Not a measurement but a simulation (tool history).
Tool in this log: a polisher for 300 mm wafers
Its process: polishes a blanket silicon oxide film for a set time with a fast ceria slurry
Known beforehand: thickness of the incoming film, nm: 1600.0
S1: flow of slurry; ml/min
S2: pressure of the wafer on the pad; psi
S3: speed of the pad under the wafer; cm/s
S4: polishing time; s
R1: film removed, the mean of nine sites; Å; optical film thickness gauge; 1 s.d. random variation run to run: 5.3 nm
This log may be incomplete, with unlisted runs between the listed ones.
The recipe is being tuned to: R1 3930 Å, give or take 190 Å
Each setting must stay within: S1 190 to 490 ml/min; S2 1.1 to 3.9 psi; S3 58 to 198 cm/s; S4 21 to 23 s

run	hour	S1	S2	S3	S4	R1
1	0	315	2.5	128	23	4893.7
2	3.1	315	2.8	128	23	5396
3	4.3	315	2.8	146	23	6078.1
4	12.2	315	2.8	146	21	5560.9
5	14.1	315	3.2	146	21	6327.7
6	20.6	315	3.2	146	21	6395.9
7	29.4	315	2.9	144	21	5756.9
8	32.5	315	2.2	138	21	4280.6
9	40.3	315	2.1	138	21	4164.7

Which one of the following 5 next-run settings gets every result inside its allowed miss? There is exactly one.
A	48.1	315	2	148	21	?
B	48.1	365	2.3	108	21	?
C	48.1	305	2.2	142	23	?
D	48.1	285	1.6	152	23	?
E	48.1	335	2.3	128	23	?

move	R1
A	4225.2
B	3562.2
C	4816.6
D	3887.1
E	4566.6
A: its largest miss is bigger than the last run's
B: the result that was furthest off in the last run now lies on the other side of its target
C: its largest miss is bigger than the last run's
D: every result lands within tolerance
E: its largest miss is bigger than the last run's
The move that meets every target is D.
